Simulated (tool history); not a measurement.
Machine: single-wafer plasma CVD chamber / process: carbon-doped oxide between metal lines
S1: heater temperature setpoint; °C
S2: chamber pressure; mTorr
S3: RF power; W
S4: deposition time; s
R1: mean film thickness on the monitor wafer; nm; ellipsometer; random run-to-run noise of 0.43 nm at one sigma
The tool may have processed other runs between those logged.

run	hour	S1	S2	S3	S4	R1
1	0.0	345	5410	670	15.2	102.950
2	6.2	345	6210	670	15.2	104.720
3	7.1	347	6080	645	15.2	101.050
4	8.4	347	5640	645	15.2	100.640
5	14.8	348	5560	625	15.2	97.512
6	18.1	339	5560	625	15.2	100.200
7	19.3	340	5440	610	15.2	98.893

Forecast run 8:
8	23.8	342	5330	600	15.2	?

{"run 8": {"R1": 96.539}}

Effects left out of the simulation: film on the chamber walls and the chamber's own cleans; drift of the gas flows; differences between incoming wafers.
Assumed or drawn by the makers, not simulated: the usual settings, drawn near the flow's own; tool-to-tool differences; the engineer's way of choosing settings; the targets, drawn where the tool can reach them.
